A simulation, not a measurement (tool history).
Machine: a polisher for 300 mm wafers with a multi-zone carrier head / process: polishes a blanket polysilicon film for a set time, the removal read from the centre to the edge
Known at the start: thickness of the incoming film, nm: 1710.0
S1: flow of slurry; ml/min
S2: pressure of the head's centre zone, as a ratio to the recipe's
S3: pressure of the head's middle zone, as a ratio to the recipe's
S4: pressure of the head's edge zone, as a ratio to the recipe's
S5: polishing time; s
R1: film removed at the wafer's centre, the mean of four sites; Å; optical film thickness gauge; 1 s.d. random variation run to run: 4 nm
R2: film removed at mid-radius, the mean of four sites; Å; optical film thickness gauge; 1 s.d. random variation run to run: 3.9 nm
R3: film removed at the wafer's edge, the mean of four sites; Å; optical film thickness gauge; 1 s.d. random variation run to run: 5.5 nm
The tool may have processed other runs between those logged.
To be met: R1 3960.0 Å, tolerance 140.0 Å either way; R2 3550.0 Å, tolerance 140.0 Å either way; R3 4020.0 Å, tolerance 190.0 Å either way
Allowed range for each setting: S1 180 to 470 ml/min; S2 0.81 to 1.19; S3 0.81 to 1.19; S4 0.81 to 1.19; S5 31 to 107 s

run 1 hour=0.0 | S1=300 S2=1.00 S3=1.00 S4=1.00 S5=69 | R1=2728.0 R2=2666.2 R3=2673.9
run 2 hour=6.3 | S1=300 S2=1.01 S3=0.99 S4=1.03 S5=73 | R1=2952.6 R2=2835.9 R3=2864.1
run 3 hour=12.6 | S1=300 S2=1.01 S3=0.97 S4=1.05 S5=77 | R1=3049.4 R2=2877.2 R3=3150.1
run 4 hour=18.8 | S1=300 S2=1.03 S3=0.98 S4=1.07 S5=79 | R1=3190.2 R2=2962.7 R3=3181.2
run 5 hour=22.3 | S1=305 S2=1.03 S3=0.98 S4=1.08 S5=82 | R1=3352.8 R2=3088.7 R3=3294.1
run 6 hour=25.2 | S1=305 S2=1.03 S3=0.98 S4=1.16 S5=82 | R1=3265.7 R2=3094.4 R3=3360.0
run 7 hour=33.9 | S1=305 S2=1.03 S3=0.98 S4=1.16 S5=84 | R1=3359.2 R2=3247.4 R3=3492.8
run 8 hour=42.0 | S1=305 S2=1.04 S3=0.97 S4=1.16 S5=86 | R1=3537.5 R2=3231.8 R3=3559.9
run 9 hour=50.8 | S1=305 S2=1.04 S3=0.97 S4=1.16 S5=88 | R1=3639.5 R2=3377.3 R3=3730.7
run 10 hour=52.4 | S1=305 S2=1.04 S3=0.97 S4=1.16 S5=89 | R1=3670.4 R2=3384.9 R3=3658.4
run 11 hour=61.1 | S1=305 S2=1.04 S3=0.96 S4=1.17 S5=90 | R1=3683.3 R2=3388.4 R3=3675.8
run 12 hour=68.3 | S1=305 S2=1.04 S3=0.95 S4=1.17 S5=92 | R1=3725.6 R2=3346.6 R3=3818.1
run 13 hour=72.6 | S1=305 S2=1.04 S3=0.95 S4=1.17 S5=92 | R1=3768.6 R2=3417.2 R3=3828.5

Which one of the following 4 next-run settings gets every result inside its allowed miss? There is exactly one.
run A hour=76.9 | S1=335 S2=1.04 S3=0.95 S4=1.18 S5=86 | R1=? R2=? R3=?
run B hour=76.9 | S1=310 S2=0.97 S3=0.95 S4=1.19 S5=94 | R1=? R2=? R3=?
run C hour=76.9 | S1=240 S2=1.00 S3=0.97 S4=1.19 S5=97 | R1=? R2=? R3=?
run D hour=76.9 | S1=280 S2=1.01 S3=0.91 S4=1.11 S5=99 | R1=? R2=? R3=?

move=A R1=3582.2 R2=3191.5 R3=3649.0
move=B R1=3625.2 R2=3468.2 R3=3987.3
move=C R1=3761.2 R2=3559.1 R3=4042.7
move=D R1=3937.7 R2=3493.4 R3=4026.7
A: its largest miss is bigger than the last run's
B: its largest miss is bigger than the last run's
C: roughly where the last run was
D: all results land within tolerance of their targets
Go with D: it meets all targets.
